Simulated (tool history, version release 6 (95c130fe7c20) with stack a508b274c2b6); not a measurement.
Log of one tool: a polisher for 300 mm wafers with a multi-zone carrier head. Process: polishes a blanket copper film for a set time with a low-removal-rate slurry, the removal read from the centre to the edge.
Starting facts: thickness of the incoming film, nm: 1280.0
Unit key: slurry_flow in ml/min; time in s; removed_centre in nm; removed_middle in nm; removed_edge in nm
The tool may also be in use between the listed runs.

run,hour,slurry_flow,centre_zone,middle_zone,edge_zone,slurry_solids,time,removed_centre,removed_middle,removed_edge
1,0,245,1,1,1,1,90,244.17,239.76,247.78
2,7.2,245,1,1.09,1,1,90,239.03,252.19,246.23
3,9.5,250,1.01,1.08,1.02,1.05,91,249.41,258.13,255.57
4,13.3,250,1.01,0.99,1.02,1.05,91,248.32,244.24,253.33
5,21.5,250,1.02,0.98,1.03,1.1,93,270.46,250.17,263.1
# hour 25.5: edge zone pressure recalibrated
6,25.5,250,1.02,0.98,1.03,1.1,109,306.54,301.24,302.46
7,32.3,250,1.03,0.97,1.04,1.1,109,316.24,300.54,304.11

What does the tool deliver on the next run?
8,32.8,250,1.03,0.96,1.05,1.1,109,?,?,?

removed_centre: 312.43 nm
removed_middle: 292.78 nm
removed_edge: 306.95 nm
